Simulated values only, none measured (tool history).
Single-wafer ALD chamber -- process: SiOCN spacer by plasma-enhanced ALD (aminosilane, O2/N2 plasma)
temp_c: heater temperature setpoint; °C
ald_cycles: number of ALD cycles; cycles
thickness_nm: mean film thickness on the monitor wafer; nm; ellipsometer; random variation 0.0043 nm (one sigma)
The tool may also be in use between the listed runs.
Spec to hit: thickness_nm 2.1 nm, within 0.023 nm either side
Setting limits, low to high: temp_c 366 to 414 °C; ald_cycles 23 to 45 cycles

Run 1, day 0: temp_c 390 °C, ald_cycles 34 cycles. Result: thickness_nm 1.8775 nm.
Run 2, day 0.35: temp_c 390 °C, ald_cycles 36 cycles. Result: thickness_nm 1.9845 nm.
Run 3, day 0.675: temp_c 390 °C, ald_cycles 32 cycles. Result: thickness_nm 1.764 nm.
Run 4, day 0.862: temp_c 390 °C, ald_cycles 28 cycles. Result: thickness_nm 1.5398 nm.
Run 5, day 0.946: temp_c 400 °C, ald_cycles 28 cycles. Result: thickness_nm 1.5439 nm.
Run 6, day 1.254: temp_c 400 °C, ald_cycles 23 cycles. Result: thickness_nm 1.2663 nm.
Run 7, day 1.454: temp_c 400 °C, ald_cycles 26 cycles. Result: thickness_nm 1.4309 nm.
Run 8, day 1.65: temp_c 400 °C, ald_cycles 31 cycles. Result: thickness_nm 1.7069 nm.
Run 9, day 1.833: temp_c 400 °C, ald_cycles 36 cycles. Result: thickness_nm 1.9859 nm.
Run 10, day 2.167: temp_c 400 °C, ald_cycles 37 cycles. Result: thickness_nm 2.0384 nm.

5 next moves are on the table. One of them brings every result within its allowed miss. Which?
Run A, day 2.5: temp_c 399 °C, ald_cycles 38 cycles. Result: thickness_nm ?.
Run B, day 2.5: temp_c 410 °C, ald_cycles 40 cycles. Result: thickness_nm ?.
Run C, day 2.5: temp_c 398 °C, ald_cycles 37 cycles. Result: thickness_nm ?.
Run D, day 2.5: temp_c 400 °C, ald_cycles 39 cycles. Result: thickness_nm ?.
Run E, day 2.5: temp_c 402 °C, ald_cycles 39 cycles. Result: thickness_nm ?.

move  thickness_nm
   A        2.0961
   B        2.1458
   C        2.0409
   D        2.1513
   E        2.1416
A: every result lands within tolerance
B: pushes the last run's worst result past its target
C: about the same distance from the targets as the last run
D: pushes the last run's worst result past its target
E: pushes the last run's worst result past its target
Correct choice: A, which meets every target
